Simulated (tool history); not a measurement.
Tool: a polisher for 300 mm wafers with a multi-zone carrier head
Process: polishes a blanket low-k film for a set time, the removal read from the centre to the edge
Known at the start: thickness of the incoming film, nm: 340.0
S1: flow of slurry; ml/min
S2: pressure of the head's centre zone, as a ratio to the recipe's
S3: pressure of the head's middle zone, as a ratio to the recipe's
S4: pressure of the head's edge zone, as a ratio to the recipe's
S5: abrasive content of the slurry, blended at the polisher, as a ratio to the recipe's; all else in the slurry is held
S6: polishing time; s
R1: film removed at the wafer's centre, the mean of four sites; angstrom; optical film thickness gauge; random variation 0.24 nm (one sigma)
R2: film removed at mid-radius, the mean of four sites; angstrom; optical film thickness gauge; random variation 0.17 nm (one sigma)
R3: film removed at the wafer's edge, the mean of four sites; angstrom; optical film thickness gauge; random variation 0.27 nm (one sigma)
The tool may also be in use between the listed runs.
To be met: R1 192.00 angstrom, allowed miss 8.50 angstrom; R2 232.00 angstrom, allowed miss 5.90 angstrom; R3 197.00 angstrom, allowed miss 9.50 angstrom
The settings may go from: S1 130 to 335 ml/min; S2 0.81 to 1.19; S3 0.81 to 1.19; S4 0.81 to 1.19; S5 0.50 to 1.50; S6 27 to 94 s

Run 1, day 0.000: S1 215 ml/min, S2 1.00, S3 1.00, S4 1.00, S5 1.00, S6 60 s. Result: R1 172.78 angstrom, R2 172.97 angstrom, R3 174.21 angstrom.
Run 2, day 0.346: S1 215 ml/min, S2 1.00, S3 1.00, S4 1.00, S5 0.90, S6 60 s. Result: R1 169.28 angstrom, R2 169.66 angstrom, R3 164.99 angstrom.
Run 3, day 0.650: S1 215 ml/min, S2 1.00, S3 1.07, S4 1.00, S5 0.90, S6 60 s. Result: R1 164.42 angstrom, R2 177.95 angstrom, R3 168.54 angstrom.
Run 4, day 0.842: S1 230 ml/min, S2 1.00, S3 1.10, S4 0.97, S5 0.95, S6 60 s. Result: R1 177.17 angstrom, R2 189.99 angstrom, R3 165.67 angstrom.
Run 5, day 1.192: S1 230 ml/min, S2 1.00, S3 1.10, S4 1.04, S5 0.95, S6 60 s. Result: R1 175.84 angstrom, R2 186.82 angstrom, R3 175.38 angstrom.
Run 6, day 1.475: S1 230 ml/min, S2 1.00, S3 1.15, S4 1.04, S5 0.95, S6 60 s. Result: R1 171.92 angstrom, R2 197.25 angstrom, R3 174.54 angstrom.
Run 7, day 1.721: S1 240 ml/min, S2 0.99, S3 1.16, S4 1.04, S5 1.00, S6 60 s. Result: R1 174.99 angstrom, R2 202.14 angstrom, R3 176.18 angstrom.
Run 8, day 1.888: S1 245 ml/min, S2 0.98, S3 1.17, S4 1.05, S5 1.05, S6 60 s. Result: R1 182.03 angstrom, R2 207.85 angstrom, R3 185.17 angstrom.
Run 9, day 2.088: S1 245 ml/min, S2 0.96, S3 1.18, S4 1.03, S5 1.10, S6 60 s. Result: R1 176.79 angstrom, R2 212.69 angstrom, R3 184.13 angstrom.
Run 10, day 2.267: S1 250 ml/min, S2 0.96, S3 1.18, S4 1.03, S5 1.15, S6 60 s. Result: R1 179.79 angstrom, R2 220.88 angstrom, R3 191.94 angstrom.
Run 11, day 2.600: S1 260 ml/min, S2 0.96, S3 1.18, S4 1.03, S5 1.15, S6 60 s. Result: R1 185.18 angstrom, R2 219.09 angstrom, R3 193.73 angstrom.
Run 12, day 2.779: S1 260 ml/min, S2 0.96, S3 1.18, S4 1.02, S5 1.15, S6 60 s. Result: R1 186.29 angstrom, R2 219.41 angstrom, R3 186.97 angstrom.
Run 13, day 2.958: S1 260 ml/min, S2 0.96, S3 1.18, S4 1.02, S5 1.20, S6 60 s. Result: R1 186.12 angstrom, R2 223.50 angstrom, R3 188.46 angstrom.
Run 14, day 3.121: S1 265 ml/min, S2 0.96, S3 1.18, S4 1.03, S5 1.20, S6 60 s. Result: R1 185.87 angstrom, R2 220.40 angstrom, R3 188.88 angstrom.

Which of these 5 next moves meets every target?
Run A, day 3.283: S1 270 ml/min, S2 0.97, S3 1.13, S4 1.07, S5 1.10, S6 63 s. Result: R1 ?, R2 ?, R3 ?.
Run B, day 3.283: S1 290 ml/min, S2 0.93, S3 1.17, S4 0.99, S5 1.30, S6 61 s. Result: R1 ?, R2 ?, R3 ?.
Run C, day 3.283: S1 225 ml/min, S2 0.96, S3 1.05, S4 1.14, S5 1.25, S6 64 s. Result: R1 ?, R2 ?, R3 ?.
Run D, day 3.283: S1 255 ml/min, S2 0.98, S3 1.19, S4 1.01, S5 1.15, S6 59 s. Result: R1 ?, R2 ?, R3 ?.
Run E, day 3.283: S1 250 ml/min, S2 0.93, S3 1.09, S4 0.97, S5 1.00, S6 68 s. Result: R1 ?, R2 ?, R3 ?.

move      R1      R2      R3
   A  192.33  221.71  204.30
   B  190.85  236.21  202.55
   C  193.60  212.85  217.95
   D  182.61  218.05  187.12
   E  189.82  221.89  201.81
A: nearer than the last run, and not there yet
B: meets every target
C: further off than the last run
D: further off than the last run
E: nearer than the last run, and not there yet
The right move is B.
